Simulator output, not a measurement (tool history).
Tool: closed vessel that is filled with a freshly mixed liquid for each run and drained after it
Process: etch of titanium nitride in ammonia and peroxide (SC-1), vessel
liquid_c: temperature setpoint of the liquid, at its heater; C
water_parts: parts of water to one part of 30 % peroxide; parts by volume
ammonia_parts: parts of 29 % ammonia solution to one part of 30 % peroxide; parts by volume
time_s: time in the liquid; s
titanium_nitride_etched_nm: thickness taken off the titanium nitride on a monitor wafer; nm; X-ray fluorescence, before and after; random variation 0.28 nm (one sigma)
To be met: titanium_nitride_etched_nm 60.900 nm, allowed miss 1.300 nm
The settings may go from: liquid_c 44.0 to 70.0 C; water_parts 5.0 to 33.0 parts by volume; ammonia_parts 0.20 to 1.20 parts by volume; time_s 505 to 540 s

| run | hour | liquid_c | water_parts | ammonia_parts | time_s | titanium_nitride_etched_nm |
|---|---|---|---|---|---|---|
| 1 | 0.0 | 60.0 | 18.5 | 0.75 | 505 | 90.941 |
| 2 | 2.0 | 58.5 | 18.5 | 0.75 | 505 | 81.975 |
| 3 | 7.1 | 62.5 | 18.5 | 0.75 | 505 | 107.590 |
| 4 | 13.1 | 69.5 | 18.5 | 0.75 | 505 | 166.350 |
| 5 | 15.9 | 69.5 | 23.5 | 0.75 | 505 | 147.490 |
| 6 | 20.5 | 66.0 | 23.5 | 0.75 | 505 | 118.290 |
| 7 | 24.4 | 63.5 | 23.5 | 0.75 | 505 | 100.650 |
| 8 | 29.7 | 55.5 | 23.5 | 0.75 | 505 | 59.357 |

4 next moves are on the table. One of them brings every result within its allowed miss. Which?
| A | 35.0 | 56.0 | 27.0 | 0.70 | 530 | ? |
| B | 35.0 | 55.5 | 23.5 | 0.90 | 505 | ? |
| C | 35.0 | 55.0 | 23.0 | 0.70 | 505 | ? |
| D | 35.0 | 54.0 | 22.0 | 0.65 | 540 | ? |

| move | titanium_nitride_etched_nm |
|---|---|
| A | 59.300 |
| B | 61.819 |
| C | 57.799 |
| D | 58.408 |
A: as far off as the last run
B: meets every target
C: further off than the last run
D: further off than the last run
Answer: B
